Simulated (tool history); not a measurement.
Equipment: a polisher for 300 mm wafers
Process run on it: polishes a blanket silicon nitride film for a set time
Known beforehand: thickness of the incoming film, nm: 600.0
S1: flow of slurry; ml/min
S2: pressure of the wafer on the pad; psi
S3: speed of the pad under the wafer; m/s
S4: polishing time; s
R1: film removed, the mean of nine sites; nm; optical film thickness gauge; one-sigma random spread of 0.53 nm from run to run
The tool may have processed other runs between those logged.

run,hour,S1,S2,S3,S4,R1
1,0,255,2.9,0.94,19,25.872
2,7.8,255,2.9,0.94,17,23.06
3,10.3,255,2.9,0.94,19,26.364
4,13.1,255,3.6,0.94,19,32.104
5,17.9,255,3.6,0.76,19,26.938
6,22.2,255,3.6,0.64,19,23.666
7,24.4,265,4.4,0.9,19,38.081
8,26.4,265,4.4,0.92,19,38.65

Run 9 is up next; what results do you expect?
9,31.2,265,4.4,0.94,19,?

R1: 38.573 nm
